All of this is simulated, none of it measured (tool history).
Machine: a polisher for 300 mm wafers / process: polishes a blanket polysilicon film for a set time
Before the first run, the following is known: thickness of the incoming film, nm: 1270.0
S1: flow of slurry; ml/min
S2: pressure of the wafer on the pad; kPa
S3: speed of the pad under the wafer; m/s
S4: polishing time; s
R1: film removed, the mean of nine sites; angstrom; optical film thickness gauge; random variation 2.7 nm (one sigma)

| run | day | S1 | S2 | S3 | S4 | R1 |
|---|---|---|---|---|---|---|
| 1 | 0 | 210 | 20 | 0.86 | 63 | 3979.9 |
| 2 | 0.183 | 210 | 18.6 | 0.86 | 63 | 3616.7 |
| 3 | 0.433 | 210 | 17.9 | 0.86 | 63 | 3609.4 |
| 4 | 0.738 | 210 | 17.9 | 0.86 | 63 | 3577.2 |
| 5 | 1.071 | 210 | 21.4 | 0.86 | 63 | 4195.1 |
| 6 | 1.162 | 210 | 20 | 0.86 | 63 | 3919.3 |
| 7 | 1.5 | 210 | 18.6 | 0.86 | 63 | 3673.4 |

For run 8, what comes out?
| 8 | 1.775 | 210 | 17.2 | 0.86 | 63 | ? |

R1: 3394.1 angstrom
